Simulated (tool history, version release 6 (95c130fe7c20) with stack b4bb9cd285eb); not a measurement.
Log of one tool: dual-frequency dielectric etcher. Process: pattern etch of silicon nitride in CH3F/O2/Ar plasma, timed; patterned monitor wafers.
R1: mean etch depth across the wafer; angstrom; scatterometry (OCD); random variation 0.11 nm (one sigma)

run 1 hour=0.0 | source_power_(W)=490 bias_power_(W)=57 etch_time_(s)=85.5 | R1=574.17
run 2 hour=0.7 | source_power_(W)=490 bias_power_(W)=52 etch_time_(s)=85.5 | R1=559.66
run 3 hour=2.3 | source_power_(W)=490 bias_power_(W)=60 etch_time_(s)=85.5 | R1=584.65
run 4 hour=4.0 | source_power_(W)=430 bias_power_(W)=60 etch_time_(s)=85.5 | R1=547.13
run 5 hour=4.8 | source_power_(W)=430 bias_power_(W)=68 etch_time_(s)=85.5 | R1=566.55
run 6 hour=12.8 | source_power_(W)=430 bias_power_(W)=68 etch_time_(s)=89.5 | R1=591.81
run 7 hour=21.8 | source_power_(W)=410 bias_power_(W)=67 etch_time_(s)=89.5 | R1=573.26
run 8 hour=30.2 | source_power_(W)=400 bias_power_(W)=67 etch_time_(s)=89.5 | R1=566.24
run 9 hour=34.6 | source_power_(W)=400 bias_power_(W)=67 etch_time_(s)=89.5 | R1=568.19
run 10 hour=41.9 | source_power_(W)=390 bias_power_(W)=67 etch_time_(s)=89.5 | R1=557.78
run 11 hour=46.6 | source_power_(W)=380 bias_power_(W)=67 etch_time_(s)=89.5 | R1=550.76
run 12 hour=53.1 | source_power_(W)=370 bias_power_(W)=67 etch_time_(s)=89.5 | R1=542.61

Run 13 comes next. What will it give?
run 13 hour=55.6 | source_power_(W)=360 bias_power_(W)=67 etch_time_(s)=89.5 | R1=?

Run 13 gave R1 535.02 angstrom.

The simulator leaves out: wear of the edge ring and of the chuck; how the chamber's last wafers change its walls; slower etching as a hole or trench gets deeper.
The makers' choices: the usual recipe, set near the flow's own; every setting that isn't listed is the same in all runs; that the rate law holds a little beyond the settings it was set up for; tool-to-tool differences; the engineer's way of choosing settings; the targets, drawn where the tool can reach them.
